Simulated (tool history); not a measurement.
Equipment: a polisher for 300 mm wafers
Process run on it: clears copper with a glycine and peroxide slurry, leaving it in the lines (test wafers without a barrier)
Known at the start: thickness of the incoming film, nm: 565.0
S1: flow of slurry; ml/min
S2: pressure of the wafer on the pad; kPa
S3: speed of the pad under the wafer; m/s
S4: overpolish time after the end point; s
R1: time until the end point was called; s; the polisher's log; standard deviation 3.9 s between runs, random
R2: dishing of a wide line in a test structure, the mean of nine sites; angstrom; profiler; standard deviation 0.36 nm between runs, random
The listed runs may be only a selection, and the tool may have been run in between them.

run	hour	S1	S2	S3	S4	R1	R2
1	0.0	225	22.8	1.26	16	75.588	451.73
2	2.4	225	27.6	1.26	16	67.488	480.92
3	3.7	200	22.8	1.06	15	92.398	416.65
4	4.4	195	19.3	0.92	14	112.680	363.17
5	5.6	195	19.3	0.82	14	127.100	342.00
6	10.3	195	17.2	0.76	14	142.660	310.13
7	15.0	190	15.2	0.74	15	161.990	307.16

For run 8, what comes out?
8	23.7	190	13.8	0.74	15	?	?

{"run 8": {"R1": 169.18, "R2": 299.67}}

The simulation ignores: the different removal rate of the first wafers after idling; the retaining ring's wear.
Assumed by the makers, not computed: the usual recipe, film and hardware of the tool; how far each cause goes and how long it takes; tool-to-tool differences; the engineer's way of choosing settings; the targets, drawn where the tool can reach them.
